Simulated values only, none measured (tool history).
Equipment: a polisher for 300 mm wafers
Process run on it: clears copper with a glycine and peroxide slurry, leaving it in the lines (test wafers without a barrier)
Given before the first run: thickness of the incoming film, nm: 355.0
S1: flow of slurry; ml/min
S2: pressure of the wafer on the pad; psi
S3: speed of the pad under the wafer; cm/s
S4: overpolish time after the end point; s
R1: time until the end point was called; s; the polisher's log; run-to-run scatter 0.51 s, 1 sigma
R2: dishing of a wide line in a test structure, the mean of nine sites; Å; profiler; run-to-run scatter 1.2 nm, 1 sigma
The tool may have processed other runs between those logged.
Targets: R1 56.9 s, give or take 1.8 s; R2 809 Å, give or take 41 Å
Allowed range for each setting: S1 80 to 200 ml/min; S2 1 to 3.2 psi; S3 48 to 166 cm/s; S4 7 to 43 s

run 1 hour=0 | S1=130 S2=2.1 S3=106 S4=22 | R1=81.855 R2=652.06
run 2 hour=2.1 | S1=130 S2=2.3 S3=106 S4=22 | R1=77.23 R2=701.15
run 3 hour=6.4 | S1=160 S2=2.3 S3=106 S4=22 | R1=74.155 R2=704.59
run 4 hour=13.5 | S1=165 S2=2.4 S3=106 S4=21 | R1=72.744 R2=693.63
run 5 hour=17.5 | S1=165 S2=2.4 S3=116 S4=21 | R1=66.538 R2=740.48
run 6 hour=20.6 | S1=165 S2=2.5 S3=116 S4=21 | R1=65.057 R2=756.2
run 7 hour=24.3 | S1=165 S2=2.6 S3=116 S4=21 | R1=63.739 R2=790.23
run 8 hour=27.8 | S1=165 S2=2.6 S3=116 S4=21 | R1=61.927 R2=760.87
run 9 hour=32.7 | S1=165 S2=2.7 S3=116 S4=21 | R1=61.5 R2=816.89
run 10 hour=40.4 | S1=170 S2=2.7 S3=116 S4=21 | R1=61.194 R2=801.54
run 11 hour=47.6 | S1=175 S2=2.8 S3=116 S4=20 | R1=58.877 R2=798

Pick the move, out of 5, that brings all results within their allowed miss; only one does.
run A hour=54.8 | S1=180 S2=2.3 S3=134 S4=20 | R1=? R2=?
run B hour=54.8 | S1=185 S2=2.9 S3=110 S4=20 | R1=? R2=?
run C hour=54.8 | S1=140 S2=3.2 S3=110 S4=19 | R1=? R2=?
run D hour=54.8 | S1=160 S2=3 S3=106 S4=19 | R1=? R2=?
run E hour=54.8 | S1=185 S2=2.9 S3=108 S4=22 | R1=? R2=?

move=A R1=61.086 R2=753.91
move=B R1=59.711 R2=782.79
move=C R1=57.546 R2=777.87
move=D R1=61.141 R2=738.29
move=E R1=60.602 R2=835.45
A: misses by more than the last run did
B: misses by more than the last run did
C: all results land within tolerance of their targets
D: misses by more than the last run did
E: misses by more than the last run did
The right move is C.
